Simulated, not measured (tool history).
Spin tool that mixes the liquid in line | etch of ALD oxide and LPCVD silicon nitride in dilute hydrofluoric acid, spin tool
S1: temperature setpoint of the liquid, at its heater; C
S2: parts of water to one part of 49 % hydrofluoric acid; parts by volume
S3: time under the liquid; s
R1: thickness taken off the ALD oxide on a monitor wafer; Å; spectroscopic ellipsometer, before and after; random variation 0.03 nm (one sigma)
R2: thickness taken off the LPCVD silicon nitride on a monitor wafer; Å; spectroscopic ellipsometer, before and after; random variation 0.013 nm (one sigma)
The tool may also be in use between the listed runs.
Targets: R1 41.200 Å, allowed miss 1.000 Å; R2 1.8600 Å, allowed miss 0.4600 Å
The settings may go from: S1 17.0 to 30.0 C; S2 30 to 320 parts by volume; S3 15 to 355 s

run  hour    S1   S2   S3       R1      R2
  1   0.0  22.0  175  180   86.829  4.1830
  2   2.6  22.0  135  180  117.590  6.0506
  3  11.5  23.5  135  180  124.530  6.6032
  4  19.6  22.5  155  180  101.730  4.9678
  5  23.3  22.5  120  180  135.390  6.9500
  6  28.8  22.0  140  180  111.150  5.2184
  7  32.1  21.5  160  180   93.587  4.5801
  8  39.0  21.0  170  180   85.609  3.9870
  9  44.4  20.5  180  180   78.114  3.8385
 10  53.4  17.0  250  175   44.988  2.1450
 11  59.6  17.0  260  175   43.220  2.0356

5 next moves are on the table. One of them brings every result within its allowed miss. Which?
  A  65.8  17.0  225  140   ?   ?
  B  65.8  30.0  315  135   ?   ?
  C  65.8  22.0  310  195   ?   ?
  D  65.8  29.0  305  135   ?   ?
  E  65.8  17.0  300  185   ?   ?

move      R1      R2
   A  41.103  1.9744
   B  41.138  3.0571
   C  46.371  2.7864
   D  41.586  2.9833
   E  38.184  1.9837
A: meets every target
B: brings the result that was furthest off to its target, and leaves another outside
C: further off than the last run
D: brings the result that was furthest off to its target, and leaves another outside
E: takes the result that was furthest off past its target
The right move is A.
